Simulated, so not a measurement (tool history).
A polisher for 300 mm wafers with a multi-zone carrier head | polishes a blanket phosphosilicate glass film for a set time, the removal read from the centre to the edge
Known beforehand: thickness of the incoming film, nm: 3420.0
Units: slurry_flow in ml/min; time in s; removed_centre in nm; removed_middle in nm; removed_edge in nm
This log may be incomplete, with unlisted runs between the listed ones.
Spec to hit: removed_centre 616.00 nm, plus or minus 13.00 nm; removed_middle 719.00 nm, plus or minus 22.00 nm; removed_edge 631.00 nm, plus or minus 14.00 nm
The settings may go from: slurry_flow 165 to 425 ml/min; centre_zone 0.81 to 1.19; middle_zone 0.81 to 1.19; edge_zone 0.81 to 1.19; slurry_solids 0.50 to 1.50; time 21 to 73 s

Run 1, day 0.000: slurry_flow 275 ml/min, centre_zone 1.00, middle_zone 1.00, edge_zone 1.00, slurry_solids 1.00, time 47 s. Result: removed_centre 457.22 nm, removed_middle 468.39 nm, removed_edge 468.01 nm.
Run 2, day 0.238: slurry_flow 275 ml/min, centre_zone 0.93, middle_zone 1.00, edge_zone 1.00, slurry_solids 1.00, time 47 s. Result: removed_centre 429.59 nm, removed_middle 473.10 nm, removed_edge 473.16 nm.
Run 3, day 0.317: slurry_flow 275 ml/min, centre_zone 0.86, middle_zone 1.00, edge_zone 1.00, slurry_solids 1.00, time 47 s. Result: removed_centre 392.80 nm, removed_middle 467.36 nm, removed_edge 469.56 nm.
Run 4, day 0.638: slurry_flow 275 ml/min, centre_zone 0.86, middle_zone 1.00, edge_zone 1.00, slurry_solids 1.20, time 47 s. Result: removed_centre 417.42 nm, removed_middle 498.98 nm, removed_edge 498.00 nm.
Run 5, day 0.850: slurry_flow 295 ml/min, centre_zone 0.91, middle_zone 1.05, edge_zone 1.03, slurry_solids 1.30, time 48 s. Result: removed_centre 466.35 nm, removed_middle 556.37 nm, removed_edge 537.64 nm.
Run 6, day 1.196: slurry_flow 295 ml/min, centre_zone 0.87, middle_zone 1.05, edge_zone 1.03, slurry_solids 1.30, time 48 s. Result: removed_centre 450.18 nm, removed_middle 538.61 nm, removed_edge 523.57 nm.
Run 7, day 1.358: slurry_flow 275 ml/min, centre_zone 0.91, middle_zone 1.08, edge_zone 1.03, slurry_solids 1.35, time 50 s. Result: removed_centre 492.37 nm, removed_middle 584.15 nm, removed_edge 563.61 nm.
Run 8, day 1.512: slurry_flow 275 ml/min, centre_zone 0.91, middle_zone 1.08, edge_zone 1.03, slurry_solids 1.35, time 50 s. Result: removed_centre 487.61 nm, removed_middle 595.35 nm, removed_edge 557.59 nm.
Run 9, day 1.862: slurry_flow 350 ml/min, centre_zone 1.01, middle_zone 1.18, edge_zone 1.13, slurry_solids 1.50, time 50 s. Result: removed_centre 576.70 nm, removed_middle 670.30 nm, removed_edge 609.86 nm.
Run 10, day 1.912: slurry_flow 355 ml/min, centre_zone 1.01, middle_zone 1.18, edge_zone 1.12, slurry_solids 1.50, time 51 s. Result: removed_centre 586.45 nm, removed_middle 682.46 nm, removed_edge 621.35 nm.

Which single option among these 5 for the next run brings every result within its allowed miss of target? Just one does.
Run A, day 1.962: slurry_flow 340 ml/min, centre_zone 0.91, middle_zone 1.19, edge_zone 1.05, slurry_solids 1.50, time 53 s. Result: removed_centre ?, removed_middle ?, removed_edge ?.
Run B, day 1.962: slurry_flow 380 ml/min, centre_zone 0.97, middle_zone 1.16, edge_zone 0.92, slurry_solids 1.50, time 54 s. Result: removed_centre ?, removed_middle ?, removed_edge ?.
Run C, day 1.962: slurry_flow 380 ml/min, centre_zone 0.96, middle_zone 1.12, edge_zone 1.19, slurry_solids 1.20, time 54 s. Result: removed_centre ?, removed_middle ?, removed_edge ?.
Run D, day 1.962: slurry_flow 345 ml/min, centre_zone 1.01, middle_zone 1.19, edge_zone 1.05, slurry_solids 1.25, time 57 s. Result: removed_centre ?, removed_middle ?, removed_edge ?.
Run E, day 1.962: slurry_flow 300 ml/min, centre_zone 0.93, middle_zone 1.16, edge_zone 1.19, slurry_solids 1.50, time 51 s. Result: removed_centre ?, removed_middle ?, removed_edge ?.

move  removed_centre  removed_middle  removed_edge
   A          545.14          707.08        626.99
   B          597.51          710.28        603.58
   C          551.62          642.85        639.92
   D          616.36          719.23        637.95
   E          530.31          658.86        638.56
A: the biggest miss grows against the last run
B: closes in on the targets versus the last run, not all within tolerance yet
C: the biggest miss grows against the last run
D: every result lands within tolerance
E: the biggest miss grows against the last run
The right move is D.

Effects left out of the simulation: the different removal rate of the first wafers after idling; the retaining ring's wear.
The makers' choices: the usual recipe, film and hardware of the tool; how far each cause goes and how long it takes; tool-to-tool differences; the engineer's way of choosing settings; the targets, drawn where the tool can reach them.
